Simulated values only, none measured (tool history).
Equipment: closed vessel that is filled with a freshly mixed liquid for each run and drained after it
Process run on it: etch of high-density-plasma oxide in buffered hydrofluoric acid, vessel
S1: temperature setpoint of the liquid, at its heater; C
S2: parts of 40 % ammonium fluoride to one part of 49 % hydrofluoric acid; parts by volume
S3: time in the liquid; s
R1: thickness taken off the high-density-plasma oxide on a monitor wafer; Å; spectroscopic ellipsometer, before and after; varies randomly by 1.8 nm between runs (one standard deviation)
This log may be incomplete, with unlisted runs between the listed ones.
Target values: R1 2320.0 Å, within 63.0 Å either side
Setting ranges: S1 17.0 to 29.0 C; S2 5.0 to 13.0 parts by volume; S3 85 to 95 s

run 1 hour=0.0 | S1=21.0 S2=8.0 S3=85 | R1=1372.2
run 2 hour=4.6 | S1=23.0 S2=8.0 S3=85 | R1=1514.5
run 3 hour=11.9 | S1=24.5 S2=7.5 S3=85 | R1=1772.7
run 4 hour=15.6 | S1=25.5 S2=7.5 S3=85 | R1=1871.9
run 5 hour=24.4 | S1=25.5 S2=9.5 S3=85 | R1=1459.8
run 6 hour=32.6 | S1=26.5 S2=9.0 S3=85 | R1=1595.6
run 7 hour=41.1 | S1=26.5 S2=9.0 S3=85 | R1=1597.7
run 8 hour=43.5 | S1=27.0 S2=8.5 S3=85 | R1=1774.7
run 9 hour=51.6 | S1=27.5 S2=8.0 S3=85 | R1=1958.9
run 10 hour=52.8 | S1=28.0 S2=8.0 S3=85 | R1=1974.0
run 11 hour=55.1 | S1=28.5 S2=7.5 S3=85 | R1=2172.7
run 12 hour=60.6 | S1=29.0 S2=7.5 S3=85 | R1=2250.8
run 13 hour=62.3 | S1=29.0 S2=7.0 S3=85 | R1=2454.2
run 14 hour=70.9 | S1=29.0 S2=7.0 S3=85 | R1=2395.5

Pick the move, out of 4, that brings all results within their allowed miss; only one does.
run A hour=79.5 | S1=28.5 S2=7.5 S3=85 | R1=?
run B hour=79.5 | S1=28.5 S2=8.0 S3=90 | R1=?
run C hour=79.5 | S1=27.0 S2=7.0 S3=90 | R1=?
run D hour=79.5 | S1=27.5 S2=8.0 S3=95 | R1=?

move=A R1=2193.2
move=B R1=2165.8
move=C R1=2309.9
move=D R1=2168.0
A: the result that was furthest off in the last run now lies on the other side of its target
B: the result that was furthest off in the last run now lies on the other side of its target
C: every result lands within tolerance
D: the result that was furthest off in the last run now lies on the other side of its target
Go with C: it meets all targets.
